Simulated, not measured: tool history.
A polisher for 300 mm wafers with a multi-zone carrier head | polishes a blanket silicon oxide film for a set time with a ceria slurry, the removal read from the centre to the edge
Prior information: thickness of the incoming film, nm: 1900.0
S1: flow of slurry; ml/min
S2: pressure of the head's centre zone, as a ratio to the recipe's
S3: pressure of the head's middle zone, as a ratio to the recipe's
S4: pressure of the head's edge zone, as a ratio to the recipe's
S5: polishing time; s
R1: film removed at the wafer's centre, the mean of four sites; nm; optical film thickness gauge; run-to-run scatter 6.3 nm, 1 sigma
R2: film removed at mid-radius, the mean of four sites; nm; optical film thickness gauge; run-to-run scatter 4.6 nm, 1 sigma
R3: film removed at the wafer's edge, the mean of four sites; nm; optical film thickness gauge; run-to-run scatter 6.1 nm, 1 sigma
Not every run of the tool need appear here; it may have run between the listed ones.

{"run": 1, "hour": 0.0, "S1": 275, "S2": 1.0, "S3": 1.0, "S4": 1.0, "S5": 63, "R1": 398.67, "R2": 413.75, "R3": 408.32}
{"run": 2, "hour": 5.3, "S1": 285, "S2": 1.05, "S3": 1.03, "S4": 1.02, "S5": 66, "R1": 446.71, "R2": 442.71, "R3": 438.03}
{"run": 3, "hour": 10.8, "S1": 285, "S2": 1.05, "S3": 1.03, "S4": 1.02, "S5": 76, "R1": 510.32, "R2": 516.26, "R3": 495.09}
{"run": 4, "hour": 14.7, "S1": 295, "S2": 1.07, "S3": 1.04, "S4": 1.01, "S5": 76, "R1": 518.28, "R2": 517.86, "R3": 505.64}
{"run": 5, "hour": 18.1, "S1": 295, "S2": 1.07, "S3": 1.04, "S4": 1.01, "S5": 68, "R1": 466.88, "R2": 459.92, "R3": 446.05}
{"run": 6, "hour": 24.6, "S1": 300, "S2": 1.1, "S3": 1.07, "S4": 1.02, "S5": 69, "R1": 493.27, "R2": 484.61, "R3": 453.55}
{"run": 7, "hour": 31.7, "S1": 305, "S2": 1.12, "S3": 1.09, "S4": 1.04, "S5": 70, "R1": 503.42, "R2": 487.51, "R3": 470.49}
{"hour": 36.4, "done": "centre zone pressure recalibrated"}
{"run": 8, "hour": 36.4, "S1": 325, "S2": 1.19, "S3": 1.16, "S4": 0.97, "S5": 75, "R1": 612.79, "R2": 569.47, "R3": 486.72}
{"run": 9, "hour": 44.5, "S1": 315, "S2": 1.18, "S3": 1.14, "S4": 0.98, "S5": 75, "R1": 610.4, "R2": 553.49, "R3": 497.87}
{"run": 10, "hour": 46.9, "S1": 310, "S2": 1.17, "S3": 1.13, "S4": 0.98, "S5": 75, "R1": 608.91, "R2": 547.24, "R3": 501.53}

Expected results for the next run?
{"run": 11, "hour": 52.4, "S1": 310, "S2": 1.16, "S3": 1.13, "S4": 0.98, "S5": 75, "R1": "?", "R2": "?", "R3": "?"}

R1: 595.23 nm
R2: 555.75 nm
R3: 481.01 nm

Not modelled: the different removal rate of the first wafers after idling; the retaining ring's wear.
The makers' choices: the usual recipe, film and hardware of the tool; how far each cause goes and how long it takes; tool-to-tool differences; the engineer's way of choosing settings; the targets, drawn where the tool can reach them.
